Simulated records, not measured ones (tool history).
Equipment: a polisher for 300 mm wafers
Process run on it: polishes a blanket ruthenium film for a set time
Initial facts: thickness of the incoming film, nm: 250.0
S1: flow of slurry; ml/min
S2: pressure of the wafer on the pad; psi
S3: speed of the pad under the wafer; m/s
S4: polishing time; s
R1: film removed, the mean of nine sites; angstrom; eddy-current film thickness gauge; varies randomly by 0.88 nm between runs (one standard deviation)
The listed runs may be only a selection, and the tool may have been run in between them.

| run | hour | S1 | S2 | S3 | S4 | R1 |
|---|---|---|---|---|---|---|
| 1 | 0.0 | 250 | 2.5 | 0.84 | 91 | 874.82 |
| 2 | 7.9 | 220 | 2.5 | 0.84 | 91 | 861.16 |
| 3 | 9.8 | 220 | 2.5 | 0.84 | 95 | 886.40 |
| 4 | 14.4 | 220 | 2.4 | 0.84 | 95 | 866.01 |
| 5 | 18.0 | 275 | 2.4 | 0.84 | 95 | 894.21 |
| 6 | 19.7 | 275 | 2.4 | 0.94 | 95 | 1016.40 |
| 7 | 23.2 | 275 | 2.3 | 0.94 | 95 | 960.03 |
| 8 | 29.0 | 275 | 2.2 | 0.94 | 95 | 911.96 |

Run 9 is up next; what results do you expect?
| 9 | 32.5 | 275 | 2.1 | 0.94 | 95 | ? |

Run 9 measured R1 870.59 angstrom.

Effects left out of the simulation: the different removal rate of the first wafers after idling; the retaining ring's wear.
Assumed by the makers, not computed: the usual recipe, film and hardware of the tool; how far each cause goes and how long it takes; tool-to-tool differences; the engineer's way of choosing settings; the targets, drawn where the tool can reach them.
